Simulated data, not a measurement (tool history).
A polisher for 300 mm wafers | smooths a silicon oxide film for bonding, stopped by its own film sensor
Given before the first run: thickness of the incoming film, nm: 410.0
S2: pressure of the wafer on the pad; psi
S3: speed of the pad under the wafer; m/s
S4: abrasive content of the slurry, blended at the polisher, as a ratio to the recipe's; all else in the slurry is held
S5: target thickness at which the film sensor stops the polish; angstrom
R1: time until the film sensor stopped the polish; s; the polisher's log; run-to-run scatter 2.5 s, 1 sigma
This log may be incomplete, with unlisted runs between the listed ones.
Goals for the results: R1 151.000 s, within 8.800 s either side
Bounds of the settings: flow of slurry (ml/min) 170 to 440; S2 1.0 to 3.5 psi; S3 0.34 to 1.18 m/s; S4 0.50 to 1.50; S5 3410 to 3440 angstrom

{"run": 1, "hour": 0.0, "flow of slurry (ml/min)": 280, "S2": 2.2, "S3": 0.76, "S4": 1.0, "S5": 3440, "R1": 87.884}
{"run": 2, "hour": 7.4, "flow of slurry (ml/min)": 325, "S2": 2.2, "S3": 0.76, "S4": 1.0, "S5": 3440, "R1": 87.049}
{"run": 3, "hour": 9.7, "flow of slurry (ml/min)": 325, "S2": 2.0, "S3": 0.74, "S4": 1.0, "S5": 3440, "R1": 96.482}
{"run": 4, "hour": 17.1, "flow of slurry (ml/min)": 325, "S2": 2.0, "S3": 0.74, "S4": 1.15, "S5": 3440, "R1": 90.644}
{"run": 5, "hour": 22.0, "flow of slurry (ml/min)": 325, "S2": 1.8, "S3": 0.72, "S4": 1.15, "S5": 3440, "R1": 102.31}
{"run": 6, "hour": 24.9, "flow of slurry (ml/min)": 325, "S2": 1.8, "S3": 0.6, "S4": 1.15, "S5": 3440, "R1": 121.36}
{"run": 7, "hour": 32.2, "flow of slurry (ml/min)": 325, "S2": 1.7, "S3": 0.6, "S4": 1.15, "S5": 3440, "R1": 127.18}
{"run": 8, "hour": 36.2, "flow of slurry (ml/min)": 325, "S2": 1.6, "S3": 0.6, "S4": 1.15, "S5": 3440, "R1": 134.85}

Pick the move, out of 4, that brings all results within their allowed miss; only one does.
{"run": "A", "hour": 40.2, "flow of slurry (ml/min)": 310, "S2": 1.7, "S3": 0.7, "S4": 1.15, "S5": 3440, "R1": "?"}
{"run": "B", "hour": 40.2, "flow of slurry (ml/min)": 335, "S2": 1.5, "S3": 0.68, "S4": 1.1, "S5": 3440, "R1": "?"}
{"run": "C", "hour": 40.2, "flow of slurry (ml/min)": 370, "S2": 1.9, "S3": 0.5, "S4": 1.25, "S5": 3440, "R1": "?"}
{"run": "D", "hour": 40.2, "flow of slurry (ml/min)": 310, "S2": 1.9, "S3": 0.42, "S4": 1.2, "S5": 3430, "R1": "?"}

move=A R1=114.840
move=B R1=134.220
move=C R1=129.270
move=D R1=155.000
A: misses by more than the last run did
B: no better and no worse than the last run
C: misses by more than the last run did
D: all results in spec
Correct choice: D, which meets every target
